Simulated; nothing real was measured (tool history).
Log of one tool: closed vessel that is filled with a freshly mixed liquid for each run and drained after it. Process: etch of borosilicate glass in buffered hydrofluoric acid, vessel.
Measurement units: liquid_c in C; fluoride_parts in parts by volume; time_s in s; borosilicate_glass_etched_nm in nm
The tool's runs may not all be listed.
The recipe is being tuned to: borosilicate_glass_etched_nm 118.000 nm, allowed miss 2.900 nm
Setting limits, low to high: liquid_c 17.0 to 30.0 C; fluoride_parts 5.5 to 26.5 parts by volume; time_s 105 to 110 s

Run 1, day 0.000: liquid_c 22.0 C, fluoride_parts 16.0 parts by volume, time_s 105 s. Result: borosilicate_glass_etched_nm 77.975 nm.
Run 2, day 0.188: liquid_c 19.0 C, fluoride_parts 16.0 parts by volume, time_s 105 s. Result: borosilicate_glass_etched_nm 66.222 nm.
Run 3, day 0.450: liquid_c 22.0 C, fluoride_parts 16.0 parts by volume, time_s 105 s. Result: borosilicate_glass_etched_nm 78.013 nm.
Run 4, day 0.558: liquid_c 24.0 C, fluoride_parts 16.0 parts by volume, time_s 105 s. Result: borosilicate_glass_etched_nm 87.253 nm.
Run 5, day 0.733: liquid_c 25.5 C, fluoride_parts 16.0 parts by volume, time_s 105 s. Result: borosilicate_glass_etched_nm 96.278 nm.
Run 6, day 0.992: liquid_c 26.5 C, fluoride_parts 16.0 parts by volume, time_s 105 s. Result: borosilicate_glass_etched_nm 99.188 nm.
Run 7, day 1.317: liquid_c 26.5 C, fluoride_parts 16.0 parts by volume, time_s 105 s. Result: borosilicate_glass_etched_nm 99.763 nm.
Run 8, day 1.408: liquid_c 27.5 C, fluoride_parts 16.0 parts by volume, time_s 105 s. Result: borosilicate_glass_etched_nm 105.050 nm.
Run 9, day 1.567: liquid_c 28.0 C, fluoride_parts 16.0 parts by volume, time_s 105 s. Result: borosilicate_glass_etched_nm 108.350 nm.
Run 10, day 1.871: liquid_c 28.5 C, fluoride_parts 16.0 parts by volume, time_s 105 s. Result: borosilicate_glass_etched_nm 110.690 nm.
Run 11, day 2.096: liquid_c 29.0 C, fluoride_parts 16.0 parts by volume, time_s 105 s. Result: borosilicate_glass_etched_nm 114.110 nm.

Next run, 5 choices. One meets every target within its allowed miss, the rest don't. Which?
Run A, day 2.321: liquid_c 29.5 C, fluoride_parts 17.0 parts by volume, time_s 105 s. Result: borosilicate_glass_etched_nm ?.
Run B, day 2.321: liquid_c 29.0 C, fluoride_parts 17.5 parts by volume, time_s 110 s. Result: borosilicate_glass_etched_nm ?.
Run C, day 2.321: liquid_c 26.5 C, fluoride_parts 15.0 parts by volume, time_s 110 s. Result: borosilicate_glass_etched_nm ?.
Run D, day 2.321: liquid_c 28.5 C, fluoride_parts 15.0 parts by volume, time_s 105 s. Result: borosilicate_glass_etched_nm ?.
Run E, day 2.321: liquid_c 30.0 C, fluoride_parts 18.5 parts by volume, time_s 110 s. Result: borosilicate_glass_etched_nm ?.

move  borosilicate_glass_etched_nm
   A                       108.610
   B                       107.720
   C                       110.010
   D                       116.650
   E                       107.430
A: the biggest miss grows against the last run
B: the biggest miss grows against the last run
C: the biggest miss grows against the last run
D: each result inside its tolerance
E: the biggest miss grows against the last run
Correct choice: D, which meets every target
